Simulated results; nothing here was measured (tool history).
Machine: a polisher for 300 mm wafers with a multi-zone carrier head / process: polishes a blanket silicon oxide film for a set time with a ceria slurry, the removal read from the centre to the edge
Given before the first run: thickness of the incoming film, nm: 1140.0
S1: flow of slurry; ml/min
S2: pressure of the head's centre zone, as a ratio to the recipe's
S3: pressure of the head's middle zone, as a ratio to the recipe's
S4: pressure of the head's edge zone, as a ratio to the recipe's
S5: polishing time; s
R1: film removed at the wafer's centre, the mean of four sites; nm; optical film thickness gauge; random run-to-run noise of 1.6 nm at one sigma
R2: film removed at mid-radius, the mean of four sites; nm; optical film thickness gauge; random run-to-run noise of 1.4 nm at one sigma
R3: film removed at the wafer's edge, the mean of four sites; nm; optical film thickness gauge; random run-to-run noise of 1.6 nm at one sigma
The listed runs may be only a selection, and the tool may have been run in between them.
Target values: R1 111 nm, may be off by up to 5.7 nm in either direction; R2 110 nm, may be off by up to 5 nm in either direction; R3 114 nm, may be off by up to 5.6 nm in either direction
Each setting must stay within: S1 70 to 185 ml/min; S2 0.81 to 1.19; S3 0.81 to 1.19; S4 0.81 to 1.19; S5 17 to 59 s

run  hour   S1    S2    S3    S4  S5      R1      R2      R3
  1     0  120     1     1     1  38  180.85  184.13  183.32
  2     5  120  0.93     1     1  38   170.8  180.96  181.28
  3    10  120  0.93  0.95     1  38  169.32  180.82  184.77
  4  14.3  115  0.95  0.94  0.99  34  154.92  156.32  163.13
  5    20  115  0.95  0.88  0.99  34  151.35   153.9  162.82
  6  23.1  110  0.95  0.88  0.97  32  139.11  140.77  151.91
  7  26.3  110  0.96  0.89  0.94  30  135.96   135.8  137.93
  8  34.4  105  0.96  0.88  0.93  29   125.5  127.64  132.76
  9  36.2  100  0.97  0.87  0.91  29  130.62  126.35  131.83
 10  38.1   90  0.91  0.85  0.86  24  94.449  101.83  100.71

Exactly one of the 4 candidate moves below puts every result within its allowed miss. Which one?
  A    40   95  1.16  0.81  0.91  23   ?   ?   ?
  B    40  100  0.96  0.85   0.9  25   ?   ?   ?
  C    40   75  1.09  0.81  1.04  23   ?   ?   ?
  D    40   95  0.81  1.01  0.81  22   ?   ?   ?

move      R1      R2      R3
   A   120.4  97.247  101.99
   B  109.48  109.07  111.05
   C  106.61  92.456  105.07
   D  80.249  102.57  92.456
A: moves the result that the last run missed by most past its target, out the other side
B: meets every target
C: brings the last run's worst result on target, with another outside its allowed miss
D: lands further from the targets than the last run did
So the answer is move B, the one that meets all the targets.
